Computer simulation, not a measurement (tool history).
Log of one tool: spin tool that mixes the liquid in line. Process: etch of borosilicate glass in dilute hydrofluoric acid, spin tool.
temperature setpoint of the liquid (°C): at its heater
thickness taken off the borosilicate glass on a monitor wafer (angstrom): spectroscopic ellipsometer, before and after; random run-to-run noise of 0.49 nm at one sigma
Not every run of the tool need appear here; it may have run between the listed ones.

run,hour,temperature setpoint of the liquid (°C),parts of water to one part of 49 % hydrofluoric acid (parts by volume),time under the liquid (s),thickness taken off the borosilicate glass on a monitor wafer (angstrom)
1,0,22,200,305,254.49
2,2.4,23.5,170,305,327.31
3,6.8,21.5,170,305,303.57
4,12.3,23,150,305,374.01
5,17.6,23,150,330,408.52
6,22.6,23,200,330,285.97
7,25.7,24.5,175,330,354.44
8,32.6,25.5,155,330,426.34
9,38.4,26.5,140,330,499.65
10,46.4,27,130,330,557.19
11,47.6,27.5,125,330,595.49

Estimate the outcome of run 12 from the log above:
12,53.6,28,120,330,?

{"run 12": {"thickness taken off the borosilicate glass on a monitor wafer (angstrom)": 638.59}}
